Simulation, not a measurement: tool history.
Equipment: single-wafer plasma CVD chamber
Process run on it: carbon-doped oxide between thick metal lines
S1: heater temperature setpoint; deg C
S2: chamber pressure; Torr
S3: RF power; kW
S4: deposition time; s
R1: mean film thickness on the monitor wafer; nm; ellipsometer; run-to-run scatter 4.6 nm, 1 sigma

| run | hour | S1 | S2 | S3 | S4 | R1 |
|---|---|---|---|---|---|---|
| 1 | 0 | 350 | 6.2 | 0.565 | 311 | 1765.7 |
| 2 | 3 | 349 | 6.37 | 0.585 | 312 | 1828.4 |
| 3 | 6.2 | 357 | 6.37 | 0.585 | 312 | 1783.4 |
| 4 | 10 | 357 | 5.55 | 0.585 | 312 | 1769.9 |
| 5 | 14.9 | 357 | 4.91 | 0.585 | 312 | 1748.5 |
| 6 | 20.6 | 357 | 5.41 | 0.585 | 312 | 1769.8 |
| 7 | 26.1 | 356 | 5.52 | 0.605 | 313 | 1818 |
| 8 | 26.7 | 354 | 5.65 | 0.62 | 313 | 1858.3 |

Predict the results of run 9:
| 9 | 32.3 | 353 | 5.77 | 0.63 | 313 | ? |

{"run 9": {"R1": 1893.4}}
